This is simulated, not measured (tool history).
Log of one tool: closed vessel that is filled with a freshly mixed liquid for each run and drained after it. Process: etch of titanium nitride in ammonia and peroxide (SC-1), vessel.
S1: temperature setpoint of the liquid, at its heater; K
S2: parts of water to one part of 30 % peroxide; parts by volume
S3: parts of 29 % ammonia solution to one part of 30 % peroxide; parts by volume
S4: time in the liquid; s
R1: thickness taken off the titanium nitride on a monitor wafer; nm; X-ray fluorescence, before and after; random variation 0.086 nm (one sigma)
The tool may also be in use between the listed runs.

run 1 hour=0 | S1=319.15 S2=6.5 S3=0.7 S4=160 | R1=14.855
run 2 hour=4.4 | S1=318.65 S2=6.5 S3=0.7 S4=160 | R1=13.989
run 3 hour=6.5 | S1=318.65 S2=6.5 S3=0.7 S4=170 | R1=15.37
run 4 hour=9.2 | S1=318.15 S2=6.5 S3=0.7 S4=170 | R1=14.471
-- hour=11 thermometer replaced
run 5 hour=11 | S1=318.15 S2=6.5 S3=0.7 S4=170 | R1=12.469
run 6 hour=16 | S1=318.15 S2=6.5 S3=0.6 S4=170 | R1=12.263
run 7 hour=20.1 | S1=317.65 S2=6.5 S3=0.6 S4=170 | R1=11.77
run 8 hour=23.3 | S1=316.65 S2=6.5 S3=0.6 S4=170 | R1=11.051

Predict the results of run 9:
run 9 hour=29.1 | S1=315.65 S2=6.5 S3=0.6 S4=170 | R1=?

{"run 9": {"R1": 10.163}}

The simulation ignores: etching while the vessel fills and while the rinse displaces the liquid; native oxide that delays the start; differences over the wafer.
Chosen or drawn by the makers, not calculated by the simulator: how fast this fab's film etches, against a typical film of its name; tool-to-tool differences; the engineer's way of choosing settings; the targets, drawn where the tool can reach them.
